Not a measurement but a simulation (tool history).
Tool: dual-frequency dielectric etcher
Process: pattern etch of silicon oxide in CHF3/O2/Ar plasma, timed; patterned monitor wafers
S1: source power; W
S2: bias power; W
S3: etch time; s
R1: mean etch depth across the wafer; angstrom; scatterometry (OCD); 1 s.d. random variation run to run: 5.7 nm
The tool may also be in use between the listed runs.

| run | day | S1 | S2 | S3 | R1 |
|---|---|---|---|---|---|
| 1 | 0.000 | 490 | 207 | 540.5 | 9864.4 |
| 2 | 0.175 | 520 | 211 | 541.0 | 10116.0 |
| 3 | 0.338 | 550 | 215 | 541.5 | 10568.0 |
| 4 | 0.579 | 560 | 216 | 541.5 | 10724.0 |
| 5 | 0.788 | 560 | 238 | 541.5 | 10972.0 |
| 6 | 0.875 | 570 | 239 | 541.5 | 10938.0 |
|  | 1.242 | wet clean of the chamber |
| 7 | 1.242 | 580 | 240 | 541.5 | 10864.0 |

Run 8, settings as shown, results not yet in. Your forecast:
| 8 | 1.521 | 590 | 242 | 542.0 | ? |

{"run 8": {"R1": 10947.0}}

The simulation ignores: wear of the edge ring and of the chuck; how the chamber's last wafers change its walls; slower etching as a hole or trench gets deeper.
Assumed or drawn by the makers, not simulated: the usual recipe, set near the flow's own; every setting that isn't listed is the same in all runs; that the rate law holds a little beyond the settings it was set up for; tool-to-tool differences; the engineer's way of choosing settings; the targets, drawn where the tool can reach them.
